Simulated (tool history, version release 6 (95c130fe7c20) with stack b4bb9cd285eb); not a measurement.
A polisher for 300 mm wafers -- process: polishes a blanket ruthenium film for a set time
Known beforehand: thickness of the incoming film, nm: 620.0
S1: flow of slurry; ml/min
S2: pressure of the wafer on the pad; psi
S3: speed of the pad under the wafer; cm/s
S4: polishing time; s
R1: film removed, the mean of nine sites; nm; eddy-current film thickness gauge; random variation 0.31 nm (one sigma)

{"run": 1, "hour": 0.0, "S1": 300, "S2": 1.4, "S3": 104, "S4": 25, "R1": 18.54}
{"run": 2, "hour": 2.9, "S1": 300, "S2": 1.5, "S3": 104, "S4": 25, "R1": 19.859}
{"run": 3, "hour": 6.5, "S1": 300, "S2": 1.5, "S3": 104, "S4": 22, "R1": 17.656}
{"run": 4, "hour": 15.2, "S1": 300, "S2": 1.5, "S3": 122, "S4": 22, "R1": 20.535}
{"run": 5, "hour": 20.0, "S1": 255, "S2": 1.5, "S3": 122, "S4": 22, "R1": 19.988}
{"run": 6, "hour": 21.6, "S1": 255, "S2": 1.5, "S3": 98, "S4": 22, "R1": 16.529}
{"run": 7, "hour": 24.6, "S1": 265, "S2": 1.6, "S3": 102, "S4": 22, "R1": 17.971}
{"run": 8, "hour": 26.9, "S1": 275, "S2": 1.7, "S3": 106, "S4": 22, "R1": 20.227}
{"run": 9, "hour": 28.9, "S1": 280, "S2": 2.1, "S3": 124, "S4": 22, "R1": 28.639}
{"run": 10, "hour": 30.5, "S1": 285, "S2": 2.1, "S3": 126, "S4": 22, "R1": 28.799}

Estimate the outcome of run 11 from the log above:
{"run": 11, "hour": 32.3, "S1": 285, "S2": 2.2, "S3": 138, "S4": 22, "R1": "?"}

R1: 33.015 nm
